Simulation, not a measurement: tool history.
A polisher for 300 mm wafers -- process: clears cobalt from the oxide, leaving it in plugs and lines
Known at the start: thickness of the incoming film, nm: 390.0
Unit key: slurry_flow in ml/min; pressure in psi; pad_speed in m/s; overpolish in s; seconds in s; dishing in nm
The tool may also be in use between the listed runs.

{"run": 1, "day": 0.0, "slurry_flow": 245, "pressure": 1.5, "pad_speed": 1.18, "overpolish": 20, "seconds": 74.779, "dishing": 58.155}
{"run": 2, "day": 0.075, "slurry_flow": 245, "pressure": 1.5, "pad_speed": 1.44, "overpolish": 20, "seconds": 61.653, "dishing": 62.871}
{"run": 3, "day": 0.288, "slurry_flow": 245, "pressure": 1.4, "pad_speed": 1.4, "overpolish": 18, "seconds": 68.996, "dishing": 57.523}
{"run": 4, "day": 0.396, "slurry_flow": 245, "pressure": 1.3, "pad_speed": 1.38, "overpolish": 16, "seconds": 72.678, "dishing": 50.398}
{"run": 5, "day": 0.717, "slurry_flow": 245, "pressure": 1.3, "pad_speed": 1.5, "overpolish": 16, "seconds": 66.49, "dishing": 53.913}
{"day": 1.029, "done": "slurry nozzle cleaned"}
{"run": 6, "day": 1.029, "slurry_flow": 245, "pressure": 1.3, "pad_speed": 1.22, "overpolish": 16, "seconds": 81.728, "dishing": 48.388}
{"run": 7, "day": 1.296, "slurry_flow": 245, "pressure": 1.2, "pad_speed": 1.2, "overpolish": 16, "seconds": 90.065, "dishing": 47.166}
{"run": 8, "day": 1.404, "slurry_flow": 245, "pressure": 1.1, "pad_speed": 1.2, "overpolish": 15, "seconds": 95.879, "dishing": 42.773}
{"run": 9, "day": 1.704, "slurry_flow": 245, "pressure": 1.1, "pad_speed": 1.2, "overpolish": 15, "seconds": 95.781, "dishing": 42.184}

Run 10, settings as shown, results not yet in. Your forecast:
{"run": 10, "day": 1.971, "slurry_flow": 245, "pressure": 1, "pad_speed": 1.2, "overpolish": 15, "seconds": "?", "dishing": "?"}

{"run 10": {"seconds": 108.57, "dishing": 39.79}}
